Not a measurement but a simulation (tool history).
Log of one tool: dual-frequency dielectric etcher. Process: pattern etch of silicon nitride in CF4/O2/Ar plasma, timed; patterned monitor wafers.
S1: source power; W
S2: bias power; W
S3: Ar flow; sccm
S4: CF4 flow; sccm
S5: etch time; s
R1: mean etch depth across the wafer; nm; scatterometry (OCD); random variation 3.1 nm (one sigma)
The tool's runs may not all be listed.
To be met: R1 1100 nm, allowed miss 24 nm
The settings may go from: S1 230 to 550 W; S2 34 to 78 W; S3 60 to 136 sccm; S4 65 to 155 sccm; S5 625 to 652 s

| run | hour | S1 | S2 | S3 | S4 | S5 | R1 |
|---|---|---|---|---|---|---|---|
| 1 | 0 | 390 | 56 | 98 | 110 | 625 | 966.26 |
| 2 | 5.8 | 400 | 56 | 98 | 110 | 625 | 981.29 |
| 3 | 9.8 | 400 | 56 | 98 | 93 | 625 | 961.6 |
| 4 | 10.6 | 410 | 56 | 98 | 93 | 625 | 985.31 |
| 5 | 17.1 | 410 | 56 | 98 | 78 | 625 | 959.5 |
| 6 | 19.2 | 420 | 56 | 98 | 78 | 625 | 983.96 |
| 7 | 26.1 | 430 | 56 | 98 | 78 | 625 | 1000.2 |
| 8 | 28.9 | 440 | 56 | 98 | 78 | 625 | 1018.2 |
| 9 | 31 | 450 | 56 | 98 | 78 | 625 | 1034.5 |
| 10 | 38.2 | 450 | 56 | 98 | 78 | 625 | 1038.2 |
| 11 | 46.4 | 460 | 56 | 98 | 78 | 625 | 1060.3 |

5 next moves are on the table. One of them brings every result within its allowed miss. Which?
| A | 54.6 | 420 | 48 | 91 | 77 | 652 | ? |
| B | 54.6 | 440 | 60 | 97 | 71 | 628.5 | ? |
| C | 54.6 | 480 | 56 | 103 | 66 | 643.5 | ? |
| D | 54.6 | 420 | 55 | 88 | 82 | 628 | ? |
| E | 54.6 | 420 | 53 | 101 | 71 | 631.5 | ? |

| move | R1 |
|---|---|
| A | 977.28 |
| B | 1044 |
| C | 1095.1 |
| D | 1001.9 |
| E | 958.85 |
A: further off than the last run
B: further off than the last run
C: meets every target
D: further off than the last run
E: further off than the last run
The right move is C.
